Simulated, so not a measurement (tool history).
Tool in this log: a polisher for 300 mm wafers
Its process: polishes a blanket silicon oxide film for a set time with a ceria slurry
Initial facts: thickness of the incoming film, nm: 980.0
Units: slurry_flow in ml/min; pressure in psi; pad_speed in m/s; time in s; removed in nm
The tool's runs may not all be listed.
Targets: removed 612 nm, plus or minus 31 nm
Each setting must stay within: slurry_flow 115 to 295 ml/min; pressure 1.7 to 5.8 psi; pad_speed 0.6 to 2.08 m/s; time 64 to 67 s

run 1 hour=0 | slurry_flow=190 pressure=3.7 pad_speed=1.34 time=64 | removed=438.78
run 2 hour=3.2 | slurry_flow=190 pressure=3.7 pad_speed=1.2 time=64 | removed=398.89
run 3 hour=8.8 | slurry_flow=190 pressure=4 pad_speed=1.22 time=64 | removed=426.72
run 4 hour=9.6 | slurry_flow=190 pressure=4 pad_speed=1.22 time=67 | removed=458.31
run 5 hour=16.1 | slurry_flow=190 pressure=4 pad_speed=1.22 time=67 | removed=444.19
run 6 hour=22.7 | slurry_flow=190 pressure=4.3 pad_speed=1.24 time=67 | removed=487.87
run 7 hour=30 | slurry_flow=190 pressure=4.5 pad_speed=1.24 time=67 | removed=501.4
run 8 hour=35.9 | slurry_flow=190 pressure=4.7 pad_speed=1.26 time=67 | removed=530.8
run 9 hour=44.3 | slurry_flow=190 pressure=4.8 pad_speed=1.26 time=67 | removed=540.34
run 10 hour=47.6 | slurry_flow=190 pressure=4.9 pad_speed=1.26 time=67 | removed=557.25
run 11 hour=48.5 | slurry_flow=190 pressure=5 pad_speed=1.26 time=67 | removed=564.5

Which single option among these 4 for the next run brings every result within its allowed miss of target? Just one does.
run A hour=49.4 | slurry_flow=170 pressure=5 pad_speed=1.2 time=64 | removed=?
run B hour=49.4 | slurry_flow=205 pressure=4.3 pad_speed=1.36 time=64 | removed=?
run C hour=49.4 | slurry_flow=210 pressure=5.2 pad_speed=1.26 time=67 | removed=?
run D hour=49.4 | slurry_flow=220 pressure=4.9 pad_speed=1.2 time=67 | removed=?

move=A removed=505.32
move=B removed=508.76
move=C removed=592.53
move=D removed=537.63
A: misses by more than the last run did
B: misses by more than the last run did
C: every result within its allowed miss
D: misses by more than the last run did
C is the move that brings every result within its allowed miss.
